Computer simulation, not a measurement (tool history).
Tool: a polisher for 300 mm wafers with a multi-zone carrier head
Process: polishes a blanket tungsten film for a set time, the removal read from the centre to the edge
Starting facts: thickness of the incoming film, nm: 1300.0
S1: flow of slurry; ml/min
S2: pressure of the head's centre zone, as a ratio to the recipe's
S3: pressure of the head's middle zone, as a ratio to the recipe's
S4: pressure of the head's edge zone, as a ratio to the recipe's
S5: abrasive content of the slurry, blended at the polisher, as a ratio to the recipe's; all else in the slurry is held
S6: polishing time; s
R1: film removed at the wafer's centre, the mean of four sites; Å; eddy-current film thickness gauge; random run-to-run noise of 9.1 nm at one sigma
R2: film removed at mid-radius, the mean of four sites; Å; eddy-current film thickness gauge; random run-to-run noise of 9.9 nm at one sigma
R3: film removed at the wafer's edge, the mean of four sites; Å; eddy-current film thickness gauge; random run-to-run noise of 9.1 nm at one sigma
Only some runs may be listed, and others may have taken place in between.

run  hour   S1    S2    S3    S4    S5  S6      R1      R2      R3
  1     0  290     1     1     1     1  74  4817.8  4899.1    4807
  2   5.1  240     1     1     1     1  74  4698.2  4811.8  4658.2
  3  12.3  240     1     1     1  1.05  74  4780.9  4833.5    4840
  4    15  240  1.04     1     1  1.05  74  4893.6  4806.7  4851.5
  5  16.5  240     1     1     1  1.05  74  4798.8  4810.7  4902.2
  6  19.3  245  1.01  1.02  0.99   1.1  75  4945.6  4925.9  4935.6
  7  24.9  250  1.01  1.04  0.99   1.1  78    5196  5147.4  5137.3
  8  32.9  255     1  1.06  0.98   1.1  81  5488.8  5654.8  5424.9
  9  35.7  260     1  1.08  0.98   1.1  82  5472.7  5706.1  5361.6
 10  37.9  265     1  1.09  0.98  1.15  83  5646.9  5798.6  5518.8

Run 11 has not been measured yet. What should we expect?
 11  45.9  265   1  1.1  0.98  1.15  84   ?   ?   ?

Run 11 gave R1 5463.2 Å, R2 5946.8 Å, R3 5650.2 Å.
